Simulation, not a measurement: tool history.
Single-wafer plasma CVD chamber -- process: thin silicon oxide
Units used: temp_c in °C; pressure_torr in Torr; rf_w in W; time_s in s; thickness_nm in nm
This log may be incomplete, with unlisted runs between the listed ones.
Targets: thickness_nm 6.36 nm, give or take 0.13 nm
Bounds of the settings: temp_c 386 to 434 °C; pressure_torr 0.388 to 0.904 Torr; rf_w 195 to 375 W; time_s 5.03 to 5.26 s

Run 1, hour 0: temp_c 410 °C, pressure_torr 0.646 Torr, rf_w 285 W, time_s 5.26 s. Result: thickness_nm 7.1793 nm.
Run 2, hour 5.1: temp_c 410 °C, pressure_torr 0.719 Torr, rf_w 285 W, time_s 5.26 s. Result: thickness_nm 7.9604 nm.
Run 3, hour 11.9: temp_c 410 °C, pressure_torr 0.674 Torr, rf_w 285 W, time_s 5.26 s. Result: thickness_nm 7.4719 nm.
Run 4, hour 18.7: temp_c 410 °C, pressure_torr 0.674 Torr, rf_w 285 W, time_s 5.03 s. Result: thickness_nm 7.1309 nm.
Run 5, hour 19.3: temp_c 410 °C, pressure_torr 0.674 Torr, rf_w 305 W, time_s 5.03 s. Result: thickness_nm 7.3715 nm.
Run 6, hour 27.9: temp_c 410 °C, pressure_torr 0.674 Torr, rf_w 290 W, time_s 5.03 s. Result: thickness_nm 7.2041 nm.
Run 7, hour 32.5: temp_c 410 °C, pressure_torr 0.649 Torr, rf_w 290 W, time_s 5.03 s. Result: thickness_nm 6.9774 nm.
Run 8, hour 35.7: temp_c 410 °C, pressure_torr 0.63 Torr, rf_w 290 W, time_s 5.03 s. Result: thickness_nm 6.7911 nm.
At hour 44.4: capacitance manometer re-zeroed and calibrated.
Run 9, hour 44.4: temp_c 410 °C, pressure_torr 0.582 Torr, rf_w 290 W, time_s 5.03 s. Result: thickness_nm 6.6615 nm.

4 next moves are on the table. One of them brings every result within its allowed miss. Which?
Run A, hour 53.1: temp_c 412 °C, pressure_torr 0.523 Torr, rf_w 260 W, time_s 5.26 s. Result: thickness_nm ?.
Run B, hour 53.1: temp_c 404 °C, pressure_torr 0.626 Torr, rf_w 270 W, time_s 5.03 s. Result: thickness_nm ?.
Run C, hour 53.1: temp_c 406 °C, pressure_torr 0.546 Torr, rf_w 305 W, time_s 5.03 s. Result: thickness_nm ?.
Run D, hour 53.1: temp_c 411 °C, pressure_torr 0.583 Torr, rf_w 260 W, time_s 5.26 s. Result: thickness_nm ?.

move  thickness_nm
   A        5.9569
   B        6.9433
   C        6.4228
   D        6.6301
A: takes the result that was furthest off past its target
B: further off than the last run
C: meets every target
D: an improvement on the last run, though not all results are within tolerance
Answer: C
